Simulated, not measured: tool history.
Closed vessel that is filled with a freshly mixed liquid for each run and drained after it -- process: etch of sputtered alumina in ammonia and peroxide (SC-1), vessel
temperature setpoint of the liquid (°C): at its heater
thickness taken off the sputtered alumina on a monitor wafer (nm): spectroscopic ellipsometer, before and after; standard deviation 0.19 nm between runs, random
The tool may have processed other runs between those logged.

run  hour  temperature setpoint of the liquid (°C)  parts of 29 % ammonia solution to one part of 30 % peroxide (parts by volume)  time in the liquid (s)  thickness taken off the sputtered alumina on a monitor wafer (nm)
  1     0                                       57                                                                           0.65                     165                                                             15.135
  2   7.6                                     57.5                                                                           0.65                     165                                                             15.725
  3  11.1                                     57.5                                                                           0.65                     175                                                             16.396
  4  17.2                                     57.5                                                                            0.5                     175                                                             15.909
     25.2  -- ammonia flow meter replaced
  5  25.2                                       58                                                                            0.5                     175                                                             16.341
  6    28                                       58                                                                            0.6                     175                                                             16.596

The next listed run, before its measurement:
  7  35.3                                     58.5                                                                            0.6                     175                                                                  ?

{"run 7": {"thickness taken off the sputtered alumina on a monitor wafer (nm)": 17.228}}

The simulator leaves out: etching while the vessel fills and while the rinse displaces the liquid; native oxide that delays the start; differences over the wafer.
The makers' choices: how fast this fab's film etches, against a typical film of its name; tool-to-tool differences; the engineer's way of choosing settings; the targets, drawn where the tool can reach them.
